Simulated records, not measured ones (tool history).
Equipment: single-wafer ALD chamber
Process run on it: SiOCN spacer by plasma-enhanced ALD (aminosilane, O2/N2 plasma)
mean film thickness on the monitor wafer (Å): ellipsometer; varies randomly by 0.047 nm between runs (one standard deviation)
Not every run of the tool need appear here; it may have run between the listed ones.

| run | day | heater temperature setpoint (K) | number of ALD cycles (cycles) | mean film thickness on the monitor wafer (Å) |
|---|---|---|---|---|
| 1 | 0 | 683.15 | 101 | 65.54 |
| 2 | 0.367 | 683.15 | 114 | 73.026 |
| 3 | 0.396 | 687.15 | 114 | 72.205 |
| 4 | 0.646 | 687.15 | 101 | 63.231 |
| 5 | 0.858 | 683.15 | 104 | 67.471 |
| 6 | 1.225 | 679.15 | 106 | 68.935 |
| 7 | 1.6 | 677.15 | 110 | 71.656 |

Forecast run 8:
| 8 | 1.85 | 676.15 | 113 | ? |

{"run 8": {"mean film thickness on the monitor wafer (Å)": 73.806}}

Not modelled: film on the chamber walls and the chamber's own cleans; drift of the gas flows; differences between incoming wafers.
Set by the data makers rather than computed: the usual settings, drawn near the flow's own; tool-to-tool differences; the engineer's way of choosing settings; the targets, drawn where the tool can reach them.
